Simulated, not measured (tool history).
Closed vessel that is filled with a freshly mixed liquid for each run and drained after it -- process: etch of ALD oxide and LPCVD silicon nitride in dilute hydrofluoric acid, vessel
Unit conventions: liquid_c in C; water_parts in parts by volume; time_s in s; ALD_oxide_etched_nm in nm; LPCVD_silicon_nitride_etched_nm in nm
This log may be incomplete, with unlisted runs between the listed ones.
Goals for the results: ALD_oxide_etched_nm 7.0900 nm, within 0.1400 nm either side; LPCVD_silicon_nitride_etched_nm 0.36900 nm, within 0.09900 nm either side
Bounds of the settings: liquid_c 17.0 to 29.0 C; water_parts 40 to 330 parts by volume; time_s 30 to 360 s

run  hour  liquid_c  water_parts  time_s  ALD_oxide_etched_nm  LPCVD_silicon_nitride_etched_nm
  1   0.0      21.0          185     185               9.5717                          0.49986
  2   9.3      20.0          195     185               8.5693                          0.46346
  3  16.8      20.0          195     160               7.3805                          0.40282
  4  21.6      17.0          195     160               6.6066                          0.31639
  5  24.0      17.0          195     130               5.4154                          0.21607
  6  32.6      17.0          195     130               5.3766                          0.25578
  7  40.5      21.0          190     130               6.4993                          0.34779
  8  49.0      21.5          190     130               6.6316                          0.38458
  9  53.0      21.5          185     130               6.8945                          0.33060

Of the 4 settings listed for the next run, only one would bring every result within its allowed miss of target. Which one?
  A  57.0      24.0          130      85                    ?                                ?
  B  57.0      21.5          145     105                    ?                                ?
  C  57.0      17.5          215     190                    ?                                ?
  D  57.0      20.0          185     150                    ?                                ?

move  ALD_oxide_etched_nm  LPCVD_silicon_nitride_etched_nm
   A               7.4666                          0.40260
   B               7.3743                          0.37913
   C               7.1732                          0.35887
   D               7.4688                          0.38672
A: carries the result that was furthest off beyond its target, to the other side
B: carries the result that was furthest off beyond its target, to the other side
C: every result within its allowed miss
D: carries the result that was furthest off beyond its target, to the other side
The move that meets every target is C.

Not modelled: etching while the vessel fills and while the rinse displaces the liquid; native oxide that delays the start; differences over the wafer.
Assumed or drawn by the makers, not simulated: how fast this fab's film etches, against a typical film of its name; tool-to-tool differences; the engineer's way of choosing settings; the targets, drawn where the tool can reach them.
